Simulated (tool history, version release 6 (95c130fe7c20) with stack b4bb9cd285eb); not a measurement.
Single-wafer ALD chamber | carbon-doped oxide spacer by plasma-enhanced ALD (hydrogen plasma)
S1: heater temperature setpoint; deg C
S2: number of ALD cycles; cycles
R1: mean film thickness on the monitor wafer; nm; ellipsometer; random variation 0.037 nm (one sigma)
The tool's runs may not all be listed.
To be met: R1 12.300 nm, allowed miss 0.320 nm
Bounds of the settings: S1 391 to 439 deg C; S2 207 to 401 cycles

{"run": 1, "hour": 0.0, "S1": 415, "S2": 304, "R1": 15.144}
{"run": 2, "hour": 9.4, "S1": 420, "S2": 304, "R1": 14.886}
{"run": 3, "hour": 14.0, "S1": 431, "S2": 304, "R1": 14.354}
{"run": 4, "hour": 16.8, "S1": 432, "S2": 298, "R1": 13.96}
{"run": 5, "hour": 20.3, "S1": 432, "S2": 338, "R1": 15.835}
{"run": 6, "hour": 23.0, "S1": 433, "S2": 328, "R1": 15.261}
{"run": 7, "hour": 26.1, "S1": 434, "S2": 319, "R1": 14.875}
{"run": 8, "hour": 34.2, "S1": 435, "S2": 311, "R1": 14.365}
{"run": 9, "hour": 37.3, "S1": 435, "S2": 305, "R1": 14.08}
{"run": 10, "hour": 41.1, "S1": 435, "S2": 300, "R1": 13.95}
{"run": 11, "hour": 45.5, "S1": 438, "S2": 255, "R1": 11.665}
{"run": 12, "hour": 54.6, "S1": 437, "S2": 256, "R1": 11.788}
{"run": 13, "hour": 58.4, "S1": 436, "S2": 257, "R1": 11.879}

Which of these 4 next moves meets every target?
{"run": "A", "hour": 62.2, "S1": 432, "S2": 242, "R1": "?"}
{"run": "B", "hour": 62.2, "S1": 439, "S2": 250, "R1": "?"}
{"run": "C", "hour": 62.2, "S1": 436, "S2": 267, "R1": "?"}
{"run": "D", "hour": 62.2, "S1": 436, "S2": 253, "R1": "?"}

move=A R1=11.357
move=B R1=11.423
move=C R1=12.341
move=D R1=11.694
A: further off than the last run
B: further off than the last run
C: meets every target
D: further off than the last run
Move C is the one to make.
